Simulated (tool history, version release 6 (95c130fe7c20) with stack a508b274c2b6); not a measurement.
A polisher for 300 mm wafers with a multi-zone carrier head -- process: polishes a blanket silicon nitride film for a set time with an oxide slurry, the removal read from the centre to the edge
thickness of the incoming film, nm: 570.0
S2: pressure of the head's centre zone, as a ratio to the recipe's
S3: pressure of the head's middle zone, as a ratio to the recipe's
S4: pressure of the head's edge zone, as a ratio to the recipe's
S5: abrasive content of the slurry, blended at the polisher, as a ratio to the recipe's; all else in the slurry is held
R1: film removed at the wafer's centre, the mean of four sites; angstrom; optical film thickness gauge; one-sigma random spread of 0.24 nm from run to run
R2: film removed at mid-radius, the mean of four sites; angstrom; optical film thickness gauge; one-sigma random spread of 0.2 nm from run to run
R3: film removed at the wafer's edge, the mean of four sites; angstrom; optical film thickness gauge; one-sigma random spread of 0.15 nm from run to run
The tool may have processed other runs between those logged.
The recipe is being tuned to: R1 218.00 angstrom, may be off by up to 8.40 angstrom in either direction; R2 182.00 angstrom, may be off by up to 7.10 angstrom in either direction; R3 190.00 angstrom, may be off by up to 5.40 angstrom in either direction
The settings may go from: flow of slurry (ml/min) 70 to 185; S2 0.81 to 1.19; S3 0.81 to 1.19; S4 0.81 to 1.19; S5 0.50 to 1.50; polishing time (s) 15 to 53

Run 1, hour 0.0: flow of slurry (ml/min) 120, S2 1.00, S3 1.00, S4 1.00, S5 1.00, polishing time (s) 34. Result: R1 275.15 angstrom, R2 262.17 angstrom, R3 265.03 angstrom.
Run 2, hour 4.2: flow of slurry (ml/min) 120, S2 1.00, S3 1.00, S4 0.96, S5 1.00, polishing time (s) 34. Result: R1 268.07 angstrom, R2 264.34 angstrom, R3 264.95 angstrom.
Run 3, hour 5.1: flow of slurry (ml/min) 120, S2 1.02, S3 0.99, S4 0.96, S5 0.90, polishing time (s) 34. Result: R1 264.53 angstrom, R2 250.81 angstrom, R3 251.91 angstrom.
Run 4, hour 8.1: flow of slurry (ml/min) 120, S2 1.02, S3 1.06, S4 0.96, S5 0.90, polishing time (s) 34. Result: R1 260.46 angstrom, R2 263.90 angstrom, R3 253.27 angstrom.
Run 5, hour 12.2: flow of slurry (ml/min) 115, S2 1.03, S3 1.04, S4 0.95, S5 0.85, polishing time (s) 34. Result: R1 255.17 angstrom, R2 257.20 angstrom, R3 244.46 angstrom.
Run 6, hour 12.9: flow of slurry (ml/min) 115, S2 1.04, S3 1.01, S4 0.95, S5 0.80, polishing time (s) 34. Result: R1 248.58 angstrom, R2 240.63 angstrom, R3 241.70 angstrom.
Run 7, hour 18.2: flow of slurry (ml/min) 115, S2 1.06, S3 1.00, S4 0.94, S5 0.75, polishing time (s) 33. Result: R1 243.89 angstrom, R2 222.98 angstrom, R3 223.41 angstrom.
Run 8, hour 19.5: flow of slurry (ml/min) 110, S2 1.07, S3 0.99, S4 0.93, S5 0.75, polishing time (s) 33. Result: R1 242.26 angstrom, R2 225.85 angstrom, R3 220.12 angstrom.

Of the 4 settings listed for the next run, only one would bring every result within its allowed miss of target. Which one?
Run A, hour 20.8: flow of slurry (ml/min) 70, S2 1.04, S3 1.16, S4 0.91, S5 0.85, polishing time (s) 41. Result: R1 ?, R2 ?, R3 ?.
Run B, hour 20.8: flow of slurry (ml/min) 130, S2 1.11, S3 0.81, S4 1.10, S5 0.85, polishing time (s) 30. Result: R1 ?, R2 ?, R3 ?.
Run C, hour 20.8: flow of slurry (ml/min) 85, S2 1.19, S3 0.99, S4 1.01, S5 0.65, polishing time (s) 30. Result: R1 ?, R2 ?, R3 ?.
Run D, hour 20.8: flow of slurry (ml/min) 90, S2 0.85, S3 1.18, S4 0.89, S5 1.00, polishing time (s) 37. Result: R1 ?, R2 ?, R3 ?.

move      R1      R2      R3
   A  266.68  300.87  265.95
   B  247.29  189.22  234.34
   C  212.61  181.39  188.62
   D  226.77  314.96  265.21
A: further off than the last run
B: further off than the last run
C: each result inside its tolerance
D: further off than the last run
Move C is the one to make.

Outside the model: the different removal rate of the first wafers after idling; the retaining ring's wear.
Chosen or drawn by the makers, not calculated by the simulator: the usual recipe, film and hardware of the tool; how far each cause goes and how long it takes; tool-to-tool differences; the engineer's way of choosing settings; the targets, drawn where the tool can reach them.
